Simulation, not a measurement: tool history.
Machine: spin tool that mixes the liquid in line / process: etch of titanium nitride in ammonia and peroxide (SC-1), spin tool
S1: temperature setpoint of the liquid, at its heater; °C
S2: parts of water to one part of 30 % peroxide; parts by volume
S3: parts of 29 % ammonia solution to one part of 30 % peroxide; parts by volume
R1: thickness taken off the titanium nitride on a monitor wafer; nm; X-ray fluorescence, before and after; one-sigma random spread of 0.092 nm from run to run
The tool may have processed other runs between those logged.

Run 1, hour 0.0: S1 53.0 °C, S2 6 parts by volume, S3 0.80 parts by volume, time under the liquid (s) 310. Result: R1 13.8840 nm.
Run 2, hour 8.3: S1 48.5 °C, S2 6 parts by volume, S3 0.80 parts by volume, time under the liquid (s) 310. Result: R1 10.0780 nm.
Run 3, hour 11.8: S1 42.0 °C, S2 6 parts by volume, S3 0.80 parts by volume, time under the liquid (s) 310. Result: R1 6.3215 nm.
Run 4, hour 18.2: S1 42.0 °C, S2 6 parts by volume, S3 0.60 parts by volume, time under the liquid (s) 310. Result: R1 5.8746 nm.
Run 5, hour 19.2: S1 44.0 °C, S2 6 parts by volume, S3 0.60 parts by volume, time under the liquid (s) 310. Result: R1 6.9233 nm.
Run 6, hour 26.3: S1 44.0 °C, S2 6 parts by volume, S3 0.75 parts by volume, time under the liquid (s) 310. Result: R1 7.1714 nm.

The next listed run, before its measurement:
Run 7, hour 27.6: S1 45.5 °C, S2 6 parts by volume, S3 0.75 parts by volume, time under the liquid (s) 310. Result: R1 ?.

For run 7 the tool returned R1 8.0858 nm.
